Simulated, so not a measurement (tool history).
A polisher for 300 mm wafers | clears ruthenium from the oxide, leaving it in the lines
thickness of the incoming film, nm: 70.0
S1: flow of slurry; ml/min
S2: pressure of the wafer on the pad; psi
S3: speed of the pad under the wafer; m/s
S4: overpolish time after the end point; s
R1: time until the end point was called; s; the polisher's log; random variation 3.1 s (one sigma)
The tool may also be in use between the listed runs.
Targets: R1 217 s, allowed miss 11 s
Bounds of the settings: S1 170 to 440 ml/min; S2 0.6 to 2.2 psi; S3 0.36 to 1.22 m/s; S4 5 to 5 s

Run 1, day 0: S1 280 ml/min, S2 1.4 psi, S3 0.78 m/s, S4 5 s. Result: R1 135.74 s.
Run 2, day 0.346: S1 280 ml/min, S2 1.4 psi, S3 0.62 m/s, S4 5 s. Result: R1 165.78 s.
Run 3, day 0.596: S1 280 ml/min, S2 1.3 psi, S3 0.62 m/s, S4 5 s. Result: R1 172.55 s.
Run 4, day 0.671: S1 280 ml/min, S2 1.3 psi, S3 0.62 m/s, S4 5 s. Result: R1 171.64 s.
Run 5, day 0.892: S1 280 ml/min, S2 1.3 psi, S3 0.82 m/s, S4 5 s. Result: R1 137.47 s.
Run 6, day 1.117: S1 280 ml/min, S2 1.3 psi, S3 0.82 m/s, S4 5 s. Result: R1 137.73 s.
Run 7, day 1.279: S1 280 ml/min, S2 1.1 psi, S3 0.8 m/s, S4 5 s. Result: R1 157.6 s.
Run 8, day 1.567: S1 280 ml/min, S2 1 psi, S3 0.78 m/s, S4 5 s. Result: R1 177.04 s.

4 next moves are on the table. One of them brings every result within its allowed miss. Which?
Run A, day 1.854: S1 265 ml/min, S2 0.9 psi, S3 0.7 m/s, S4 5 s. Result: R1 ?.
Run B, day 1.854: S1 270 ml/min, S2 1.6 psi, S3 0.72 m/s, S4 5 s. Result: R1 ?.
Run C, day 1.854: S1 310 ml/min, S2 1.2 psi, S3 0.78 m/s, S4 5 s. Result: R1 ?.
Run D, day 1.854: S1 185 ml/min, S2 1.4 psi, S3 0.82 m/s, S4 5 s. Result: R1 ?.

move      R1
   A  218.17
   B  127.57
   C  153.16
   D  134.09
A: meets every target
B: further off than the last run
C: further off than the last run
D: further off than the last run
Answer: A

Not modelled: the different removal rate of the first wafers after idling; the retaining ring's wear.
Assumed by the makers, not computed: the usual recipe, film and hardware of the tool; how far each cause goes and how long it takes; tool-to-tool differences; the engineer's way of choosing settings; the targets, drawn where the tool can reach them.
